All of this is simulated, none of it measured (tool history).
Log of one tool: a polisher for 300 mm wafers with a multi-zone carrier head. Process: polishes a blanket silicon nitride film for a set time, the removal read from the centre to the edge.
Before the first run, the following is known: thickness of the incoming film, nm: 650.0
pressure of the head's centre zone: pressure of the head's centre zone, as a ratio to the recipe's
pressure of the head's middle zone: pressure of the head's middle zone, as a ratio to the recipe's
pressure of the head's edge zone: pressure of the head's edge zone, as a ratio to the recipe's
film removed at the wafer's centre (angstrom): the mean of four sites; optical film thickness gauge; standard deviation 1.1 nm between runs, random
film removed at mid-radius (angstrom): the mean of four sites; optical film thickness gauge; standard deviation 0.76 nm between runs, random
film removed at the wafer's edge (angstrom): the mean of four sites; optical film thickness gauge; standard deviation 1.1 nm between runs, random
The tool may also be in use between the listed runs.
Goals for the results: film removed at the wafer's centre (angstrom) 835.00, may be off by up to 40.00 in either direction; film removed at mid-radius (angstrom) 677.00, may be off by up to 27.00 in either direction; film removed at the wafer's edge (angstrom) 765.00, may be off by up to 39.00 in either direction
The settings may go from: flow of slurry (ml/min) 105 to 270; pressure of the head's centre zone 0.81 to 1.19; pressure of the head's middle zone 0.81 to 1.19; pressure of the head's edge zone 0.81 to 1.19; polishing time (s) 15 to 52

run	day	flow of slurry (ml/min)	pressure of the head's centre zone	pressure of the head's middle zone	pressure of the head's edge zone	polishing time (s)	film removed at the wafer's centre (angstrom)	film removed at mid-radius (angstrom)	film removed at the wafer's edge (angstrom)
1	0.000	175	1.00	1.00	1.00	33	654.46	663.92	663.42
2	0.050	175	0.95	1.00	1.00	33	637.18	659.96	650.83
3	0.300	175	0.95	1.00	1.06	33	637.81	651.25	673.31
4	0.496	180	0.98	0.99	1.06	33	673.51	652.90	691.19
5	0.671	180	0.98	0.99	1.06	30	595.61	605.02	629.28
6	0.929	180	1.04	0.99	1.06	30	635.98	592.49	621.86
7	1.229	185	1.05	0.99	1.07	31	686.82	624.77	639.35
8	1.504	190	1.05	0.98	1.08	31	678.20	611.01	650.99
9	1.617	195	1.06	0.98	1.09	31	675.98	620.83	653.23
10	1.746	195	1.07	0.98	1.10	32	718.65	644.17	667.89
11	1.908	195	1.07	0.97	1.11	32	705.73	628.96	689.84
12	2.233	200	1.08	0.97	1.12	32	724.05	633.87	680.79

Below are 4 possible settings for the next run. Only one of them brings all results inside the allowed miss of their targets. Which is it?
A	2.558	185	1.08	0.82	1.19	34	?	?	?
B	2.558	170	1.15	0.82	1.13	36	?	?	?
C	2.558	185	1.00	0.82	1.13	35	?	?	?
D	2.558	200	1.09	0.91	1.11	36	?	?	?

move	film removed at the wafer's centre (angstrom)	film removed at mid-radius (angstrom)	film removed at the wafer's edge (angstrom)
A	755.51	567.79	737.38
B	837.94	592.06	751.77
C	719.71	584.79	738.97
D	819.39	663.41	759.32
A: the biggest miss grows against the last run
B: corrects the largest miss of the last run, while another result sits out of spec
C: the biggest miss grows against the last run
D: every result lands within tolerance
D meets every target.

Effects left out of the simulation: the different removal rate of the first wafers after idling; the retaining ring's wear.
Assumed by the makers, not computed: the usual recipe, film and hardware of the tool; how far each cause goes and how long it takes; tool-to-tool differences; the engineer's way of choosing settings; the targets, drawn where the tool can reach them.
